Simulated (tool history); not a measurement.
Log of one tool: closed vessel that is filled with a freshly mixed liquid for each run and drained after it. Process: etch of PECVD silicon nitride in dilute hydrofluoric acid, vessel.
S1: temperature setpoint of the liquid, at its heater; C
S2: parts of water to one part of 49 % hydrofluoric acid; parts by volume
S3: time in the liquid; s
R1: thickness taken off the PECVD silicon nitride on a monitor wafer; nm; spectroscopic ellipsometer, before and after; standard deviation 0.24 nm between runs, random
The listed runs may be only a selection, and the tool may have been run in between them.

{"run": 1, "day": 0.0, "S1": 25, "S2": 40, "S3": 180, "R1": 27.394}
{"run": 2, "day": 0.292, "S1": 25, "S2": 40, "S3": 180, "R1": 27.316}
{"run": 3, "day": 0.458, "S1": 27, "S2": 40, "S3": 180, "R1": 30.837}
{"run": 4, "day": 0.633, "S1": 27, "S2": 40, "S3": 180, "R1": 31.194}
{"run": 5, "day": 0.688, "S1": 28.5, "S2": 40, "S3": 180, "R1": 34.064}
{"run": 6, "day": 0.775, "S1": 29.5, "S2": 40, "S3": 180, "R1": 36.668}
{"run": 7, "day": 0.9, "S1": 30, "S2": 40, "S3": 180, "R1": 37.784}
{"run": 8, "day": 1.096, "S1": 30, "S2": 40, "S3": 180, "R1": 38.125}
{"run": 9, "day": 1.204, "S1": 30.5, "S2": 40, "S3": 180, "R1": 38.903}

Run 10 has not been measured yet. What should we expect?
{"run": 10, "day": 1.471, "S1": 30.5, "S2": 40, "S3": 180, "R1": "?"}

{"run 10": {"R1": 39.338}}
